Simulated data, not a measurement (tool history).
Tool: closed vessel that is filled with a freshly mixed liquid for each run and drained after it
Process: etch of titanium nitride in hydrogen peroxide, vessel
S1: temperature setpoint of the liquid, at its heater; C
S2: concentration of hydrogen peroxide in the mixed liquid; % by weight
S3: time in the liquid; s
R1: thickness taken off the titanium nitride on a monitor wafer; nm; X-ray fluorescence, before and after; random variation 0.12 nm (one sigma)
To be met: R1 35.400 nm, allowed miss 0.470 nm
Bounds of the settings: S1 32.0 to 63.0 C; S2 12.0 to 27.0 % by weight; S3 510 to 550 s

run  hour    S1    S2   S3      R1
  1   0.0  47.0  18.0  510  21.734
  2   6.0  47.0  15.0  510  20.971
  3   7.4  47.0  18.5  510  22.035
  4  10.4  48.0  18.5  510  23.724
  5  11.6  49.0  18.5  510  25.269
  6  17.5  49.5  18.5  510  26.347
     24.0  -- new drum of peroxide connected
  7  24.0  54.5  18.5  510  37.995
  8  27.2  54.0  18.5  510  36.537
  9  32.4  54.0  18.5  510  36.833

5 next moves are on the table. One of them brings every result within its allowed miss. Which?
  A  37.6  53.0  17.0  550   ?
  B  37.6  53.0  18.0  510   ?
  C  37.6  55.5  15.5  510   ?
  D  37.6  54.5  15.5  510   ?
  E  37.6  53.0  17.5  535   ?

move      R1
   A  36.037
   B  33.824
   C  39.073
   D  36.430
   E  35.271
A: nearer than the last run, and not there yet
B: takes the result that was furthest off past its target
C: further off than the last run
D: nearer than the last run, and not there yet
E: meets every target
Move E is the one to make.
